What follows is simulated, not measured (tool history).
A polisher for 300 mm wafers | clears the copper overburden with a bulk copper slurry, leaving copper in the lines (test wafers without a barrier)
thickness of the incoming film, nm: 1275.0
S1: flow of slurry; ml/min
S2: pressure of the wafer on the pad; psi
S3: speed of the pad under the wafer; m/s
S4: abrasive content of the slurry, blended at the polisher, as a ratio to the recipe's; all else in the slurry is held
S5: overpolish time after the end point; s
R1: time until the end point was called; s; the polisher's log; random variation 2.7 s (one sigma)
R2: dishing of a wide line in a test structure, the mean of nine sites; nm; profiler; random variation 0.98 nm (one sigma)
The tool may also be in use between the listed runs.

{"run": 1, "day": 0.0, "S1": 210, "S2": 3.3, "S3": 0.92, "S4": 1, "S5": 10, "R1": 172, "R2": 41.874}
{"run": 2, "day": 0.254, "S1": 210, "S2": 3.4, "S3": 0.92, "S4": 1, "S5": 11, "R1": 161.41, "R2": 46.071}
{"run": 3, "day": 0.571, "S1": 210, "S2": 3.4, "S3": 0.92, "S4": 1, "S5": 12, "R1": 159.63, "R2": 48.254}
{"run": 4, "day": 0.717, "S1": 210, "S2": 3.4, "S3": 0.92, "S4": 1, "S5": 13, "R1": 165.52, "R2": 51.359}
{"run": 5, "day": 0.95, "S1": 185, "S2": 3.4, "S3": 0.92, "S4": 1, "S5": 13, "R1": 164.48, "R2": 51.342}
{"run": 6, "day": 1.012, "S1": 135, "S2": 3.4, "S3": 0.92, "S4": 1, "S5": 13, "R1": 173.97, "R2": 49.818}

Forecast run 7:
{"run": 7, "day": 1.321, "S1": 140, "S2": 3.5, "S3": 0.92, "S4": 1, "S5": 13, "R1": "?", "R2": "?"}

R1: 167.45 s
R2: 50.76 nm
